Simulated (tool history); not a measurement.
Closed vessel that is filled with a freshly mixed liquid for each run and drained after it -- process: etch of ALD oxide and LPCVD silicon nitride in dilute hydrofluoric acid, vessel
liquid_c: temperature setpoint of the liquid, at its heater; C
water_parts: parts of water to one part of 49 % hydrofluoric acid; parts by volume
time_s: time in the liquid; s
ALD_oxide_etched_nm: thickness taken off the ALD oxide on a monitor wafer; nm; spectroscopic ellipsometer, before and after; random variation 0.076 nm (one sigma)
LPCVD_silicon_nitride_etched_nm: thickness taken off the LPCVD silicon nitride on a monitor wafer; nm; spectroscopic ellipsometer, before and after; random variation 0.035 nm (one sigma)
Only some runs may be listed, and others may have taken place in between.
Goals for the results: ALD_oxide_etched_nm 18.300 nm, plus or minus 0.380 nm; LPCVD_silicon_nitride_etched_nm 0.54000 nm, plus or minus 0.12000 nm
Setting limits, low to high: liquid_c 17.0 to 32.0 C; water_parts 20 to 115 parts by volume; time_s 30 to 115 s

run	hour	liquid_c	water_parts	time_s	ALD_oxide_etched_nm	LPCVD_silicon_nitride_etched_nm
1	0.0	24.0	65	60	16.798	0.39819
2	8.0	21.0	65	60	14.928	0.34961
3	15.4	21.0	75	60	12.667	0.28035
4	23.0	23.0	75	60	13.803	0.41046
5	32.0	24.0	70	60	15.369	0.40454
6	33.1	25.0	70	60	16.260	0.45253
7	40.4	25.5	70	60	16.561	0.47714
8	45.7	26.0	70	60	16.727	0.46271
9	48.2	26.5	70	60	17.030	0.51797
10	55.3	27.0	70	60	17.401	0.56298
11	60.6	27.0	65	60	18.882	0.54815

Pick the move, out of 4, that brings all results within their allowed miss; only one does.
A	65.9	29.5	65	50	?	?
B	65.9	28.0	95	80	?	?
C	65.9	28.5	65	55	?	?
D	65.9	27.0	70	60	?	?

move	ALD_oxide_etched_nm	LPCVD_silicon_nitride_etched_nm
A	17.374	0.51652
B	17.202	0.51425
C	18.381	0.53272
D	17.429	0.48983
A: pushes the last run's worst result past its target
B: pushes the last run's worst result past its target
C: hits every target within its allowed miss
D: pushes the last run's worst result past its target
C meets every target.

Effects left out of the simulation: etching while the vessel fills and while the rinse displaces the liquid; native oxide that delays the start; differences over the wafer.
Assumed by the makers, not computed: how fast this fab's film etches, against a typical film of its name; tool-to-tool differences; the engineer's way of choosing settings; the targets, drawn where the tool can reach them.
